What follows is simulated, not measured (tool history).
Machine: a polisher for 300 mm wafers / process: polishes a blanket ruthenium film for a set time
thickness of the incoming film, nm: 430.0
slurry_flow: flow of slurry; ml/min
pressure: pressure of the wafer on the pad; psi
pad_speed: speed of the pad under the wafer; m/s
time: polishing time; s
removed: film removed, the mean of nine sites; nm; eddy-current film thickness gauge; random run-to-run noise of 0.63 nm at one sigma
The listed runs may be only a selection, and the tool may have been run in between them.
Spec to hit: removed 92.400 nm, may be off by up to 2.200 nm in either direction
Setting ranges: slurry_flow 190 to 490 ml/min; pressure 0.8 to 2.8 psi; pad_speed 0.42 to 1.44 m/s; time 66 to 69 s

| run | hour | slurry_flow | pressure | pad_speed | time | removed |
|---|---|---|---|---|---|---|
| 1 | 0.0 | 315 | 1.8 | 0.92 | 66 | 67.283 |
| 2 | 7.5 | 315 | 1.8 | 0.76 | 66 | 57.902 |
| 3 | 16.3 | 375 | 1.8 | 0.76 | 66 | 58.962 |
| 4 | 20.1 | 375 | 1.8 | 0.76 | 69 | 60.988 |
| 5 | 26.9 | 375 | 1.8 | 0.94 | 69 | 73.415 |
| 6 | 34.1 | 435 | 1.8 | 0.94 | 69 | 74.258 |
| 7 | 38.5 | 435 | 1.9 | 0.94 | 69 | 77.650 |
| 8 | 44.7 | 435 | 2.1 | 0.94 | 69 | 86.377 |
| 9 | 51.2 | 435 | 2.2 | 0.94 | 69 | 90.091 |

Consider the 4 candidate settings below. Which is the only one whose results all fall within their allowed miss of target?
| A | 57.7 | 460 | 2.3 | 0.84 | 67 | ? |
| B | 57.7 | 370 | 2.4 | 0.96 | 68 | ? |
| C | 57.7 | 440 | 2.3 | 0.96 | 67 | ? |
| D | 57.7 | 435 | 2.1 | 0.96 | 67 | ? |

| move | removed |
|---|---|
| A | 83.403 |
| B | 97.403 |
| C | 93.170 |
| D | 85.198 |
A: lands further from the targets than the last run did
B: the result that was furthest off in the last run now lies on the other side of its target
C: each result inside its tolerance
D: lands further from the targets than the last run did
The right move is C.
